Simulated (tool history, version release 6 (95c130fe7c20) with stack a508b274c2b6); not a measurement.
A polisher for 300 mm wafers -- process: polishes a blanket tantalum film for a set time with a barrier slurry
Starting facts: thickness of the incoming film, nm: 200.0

run  hour  flow of slurry (ml/min)  pressure of the wafer on the pad (kPa)  speed of the pad under the wafer (m/s)  abrasive content of the slurry  polishing time (s)  film removed (angstrom)
  1   0.0                      250                                    11.0                                    1.24                             1.0                  25                   397.63
  2   4.1                      250                                    13.1                                    1.24                             1.0                  25                   465.60
  3   6.8                      225                                    13.1                                    1.24                             1.0                  25                   459.24
  4   9.7                      225                                    12.4                                    1.24                             1.0                  25                   436.55
  5  15.4                      225                                    12.4                                    1.24                             1.2                  25                   471.54
  6  21.0                      225                                    14.5                                    1.24                             1.2                  25                   550.70
  7  29.7                      225                                    13.8                                    1.24                             1.2                  25                   511.90

Expected results for the next run?
  8  31.9                      225                                    13.1                                    1.24                             1.2                  25                        ?

Run 8 measured film removed (angstrom) 490.51.

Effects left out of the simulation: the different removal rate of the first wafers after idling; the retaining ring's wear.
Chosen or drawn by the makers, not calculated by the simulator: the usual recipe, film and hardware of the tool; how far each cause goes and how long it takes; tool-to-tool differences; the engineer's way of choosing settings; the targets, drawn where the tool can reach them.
